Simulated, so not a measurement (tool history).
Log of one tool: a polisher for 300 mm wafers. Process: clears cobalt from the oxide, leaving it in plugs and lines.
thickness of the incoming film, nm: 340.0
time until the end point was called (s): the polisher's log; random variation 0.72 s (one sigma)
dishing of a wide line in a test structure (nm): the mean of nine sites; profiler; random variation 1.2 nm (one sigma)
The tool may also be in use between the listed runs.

run  hour  flow of slurry (ml/min)  pressure of the wafer on the pad (psi)  speed of the pad under the wafer (m/s)  overpolish time after the end point (s)  time until the end point was called (s)  dishing of a wide line in a test structure (nm)
  1   0.0                      315                                     1.2                                    1.26                                       27                                   93.342                                           47.120
  2   1.8                      315                                     1.3                                    1.26                                       27                                   84.962                                           51.460
  3   7.6                      315                                     1.0                                    1.26                                       27                                  111.920                                           44.235
  4  10.3                      315                                     0.8                                    1.26                                       27                                  134.460                                           39.835
  5  16.6                      255                                     0.8                                    1.26                                       27                                  140.630                                           39.057
  6  19.3                      255                                     0.8                                    0.98                                       27                                  172.920                                           32.627
  7  20.7                      275                                     1.1                                    1.04                                       26                                  123.270                                           40.879
  8  28.7                      285                                     1.3                                    1.08                                       24                                   98.784                                           43.306
  9  34.9                      285                                     1.3                                    1.08                                       24                                   99.338                                           41.855

The next listed run, before its measurement:
 10  36.8                      295                                     1.5                                    1.12                                       25                                        ?                                                ?

{"run 10": {"time until the end point was called (s)": 83.384, "dishing of a wide line in a test structure (nm)": 48.094}}
